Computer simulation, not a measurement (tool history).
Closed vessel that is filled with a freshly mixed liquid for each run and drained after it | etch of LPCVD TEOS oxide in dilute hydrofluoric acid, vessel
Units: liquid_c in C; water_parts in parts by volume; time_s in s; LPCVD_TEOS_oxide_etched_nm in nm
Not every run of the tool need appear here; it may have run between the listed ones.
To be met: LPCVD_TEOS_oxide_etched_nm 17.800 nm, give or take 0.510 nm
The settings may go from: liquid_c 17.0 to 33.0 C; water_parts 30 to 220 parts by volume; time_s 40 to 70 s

run  hour  liquid_c  water_parts  time_s  LPCVD_TEOS_oxide_etched_nm
  1   0.0      25.0          125      70                      14.250
  2   8.8      25.0           80      70                      23.385
  3  10.2      23.0           80      70                      21.620
  4  14.9      23.0          105      70                      16.025
  5  16.5      23.0          105      70                      16.032
  6  17.2      20.5          105      70                      14.567
  7  20.6      22.0          105      70                      15.477
  8  24.1      23.0          105      70                      15.992
  9  28.0      23.5          105      70                      16.387
 10  31.8      24.0          105      70                      16.683
 11  38.4      24.5          105      70                      17.077
 12  39.8      24.5          105      70                      17.091

Which of these 4 next moves meets every target?
  A  41.2      20.0           95      70                           ?
  B  41.2      22.0          100      70                           ?
  C  41.2      22.5           95      70                           ?
  D  41.2      24.5          110      70                           ?

move  LPCVD_TEOS_oxide_etched_nm
   A                      15.887
   B                      16.281
   C                      17.591
   D                      16.153
A: misses by more than the last run did
B: misses by more than the last run did
C: each result inside its tolerance
D: misses by more than the last run did
The right move is C.

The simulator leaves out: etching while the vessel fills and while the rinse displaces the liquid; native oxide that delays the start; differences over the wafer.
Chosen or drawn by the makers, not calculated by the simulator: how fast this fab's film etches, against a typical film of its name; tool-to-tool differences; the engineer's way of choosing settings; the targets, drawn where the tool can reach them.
